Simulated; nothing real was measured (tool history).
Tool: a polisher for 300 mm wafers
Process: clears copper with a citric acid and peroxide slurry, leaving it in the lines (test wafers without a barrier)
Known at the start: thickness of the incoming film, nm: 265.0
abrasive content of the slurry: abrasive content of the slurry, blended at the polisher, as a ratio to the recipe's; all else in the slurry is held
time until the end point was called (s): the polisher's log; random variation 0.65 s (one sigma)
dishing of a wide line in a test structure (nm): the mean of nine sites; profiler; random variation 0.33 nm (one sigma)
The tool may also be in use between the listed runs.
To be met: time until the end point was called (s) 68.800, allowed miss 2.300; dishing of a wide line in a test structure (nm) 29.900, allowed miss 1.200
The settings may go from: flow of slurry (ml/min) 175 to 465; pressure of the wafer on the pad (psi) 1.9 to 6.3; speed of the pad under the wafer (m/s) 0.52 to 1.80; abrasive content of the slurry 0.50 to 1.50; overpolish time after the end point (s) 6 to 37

run,hour,flow of slurry (ml/min),pressure of the wafer on the pad (psi),speed of the pad under the wafer (m/s),abrasive content of the slurry,overpolish time after the end point (s),time until the end point was called (s),dishing of a wide line in a test structure (nm)
1,0.0,295,4.1,1.16,1.00,19,91.036,37.770
2,6.7,295,4.4,1.16,1.00,16,84.241,33.967
3,8.5,235,4.4,1.16,1.00,16,86.070,33.374
4,17.3,240,4.6,1.16,1.00,15,83.090,33.384
5,25.8,240,5.0,1.16,1.00,15,76.501,35.682
6,28.4,245,5.1,1.16,1.00,14,75.321,34.272
7,33.2,250,5.6,1.16,1.00,8,69.507,23.126
# hour 34.7: slurry blender recalibrated
8,34.7,245,5.6,1.16,1.00,9,67.366,26.196
9,40.8,240,5.6,1.16,1.00,10,67.109,28.798

5 next moves are on the table. One of them brings every result within its allowed miss. Which?
A,46.9,225,6.0,1.00,1.00,10,?,?
B,46.9,230,6.3,1.08,0.85,10,?,?
C,46.9,190,5.9,1.06,1.05,11,?,?
D,46.9,210,5.6,1.24,0.85,9,?,?
E,46.9,260,5.5,1.22,1.05,9,?,?

move,time until the end point was called (s),dishing of a wide line in a test structure (nm)
A,69.112,27.586
B,64.423,29.295
C,68.257,30.197
D,66.246,26.107
E,64.563,26.682
A: further off than the last run
B: brings the result that was furthest off to its target, and leaves another outside
C: meets every target
D: further off than the last run
E: further off than the last run
Answer: C
